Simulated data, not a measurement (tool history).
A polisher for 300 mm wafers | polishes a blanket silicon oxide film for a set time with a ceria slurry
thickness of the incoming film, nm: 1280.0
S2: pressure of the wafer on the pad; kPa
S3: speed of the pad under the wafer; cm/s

Run 1, hour 0: flow of slurry (ml/min) 190, S2 15.2 kPa, S3 130 cm/s, polishing time (s) 63. Result: film removed (nm) 219.26.
Run 2, hour 6.2: flow of slurry (ml/min) 225, S2 15.2 kPa, S3 130 cm/s, polishing time (s) 63. Result: film removed (nm) 226.67.
Run 3, hour 13: flow of slurry (ml/min) 250, S2 15.2 kPa, S3 130 cm/s, polishing time (s) 63. Result: film removed (nm) 230.82.
Run 4, hour 20.1: flow of slurry (ml/min) 250, S2 15.9 kPa, S3 130 cm/s, polishing time (s) 63. Result: film removed (nm) 239.07.
Run 5, hour 27.8: flow of slurry (ml/min) 250, S2 16.5 kPa, S3 130 cm/s, polishing time (s) 63. Result: film removed (nm) 244.38.
Run 6, hour 34.1: flow of slurry (ml/min) 250, S2 17.9 kPa, S3 130 cm/s, polishing time (s) 63. Result: film removed (nm) 264.97.
Run 7, hour 36.3: flow of slurry (ml/min) 250, S2 17.9 kPa, S3 130 cm/s, polishing time (s) 63. Result: film removed (nm) 266.87.

Forecast run 8:
Run 8, hour 37.9: flow of slurry (ml/min) 250, S2 18.6 kPa, S3 130 cm/s, polishing time (s) 63. Result: film removed (nm) ?.

{"run 8": {"film removed (nm)": 271.07}}
